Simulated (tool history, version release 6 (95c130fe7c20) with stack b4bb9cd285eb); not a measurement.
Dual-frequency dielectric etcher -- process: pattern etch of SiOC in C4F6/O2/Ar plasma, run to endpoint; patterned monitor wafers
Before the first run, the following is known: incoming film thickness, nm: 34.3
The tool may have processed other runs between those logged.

Run 1, hour 0: bias power (kW) 0.639, source power (kW) 0.37. Result: endpoint time (s) 11.423.
Run 2, hour 5.7: bias power (kW) 0.639, source power (kW) 0.31. Result: endpoint time (s) 12.363.
Run 3, hour 9.3: bias power (kW) 0.717, source power (kW) 0.31. Result: endpoint time (s) 11.624.
Run 4, hour 14.1: bias power (kW) 0.717, source power (kW) 0.37. Result: endpoint time (s) 10.665.
Run 5, hour 20.5: bias power (kW) 0.775, source power (kW) 0.37. Result: endpoint time (s) 9.9951.
Run 6, hour 24.5: bias power (kW) 0.842, source power (kW) 0.37. Result: endpoint time (s) 9.8373.
Run 7, hour 30.9: bias power (kW) 0.851, source power (kW) 0.38. Result: endpoint time (s) 9.6011.
Run 8, hour 35.3: bias power (kW) 0.858, source power (kW) 0.39. Result: endpoint time (s) 9.4992.

What does the tool deliver on the next run?
Run 9, hour 40.3: bias power (kW) 0.864, source power (kW) 0.4. Result: endpoint time (s) ?.

For run 9 the tool returned endpoint time (s) 9.3842.
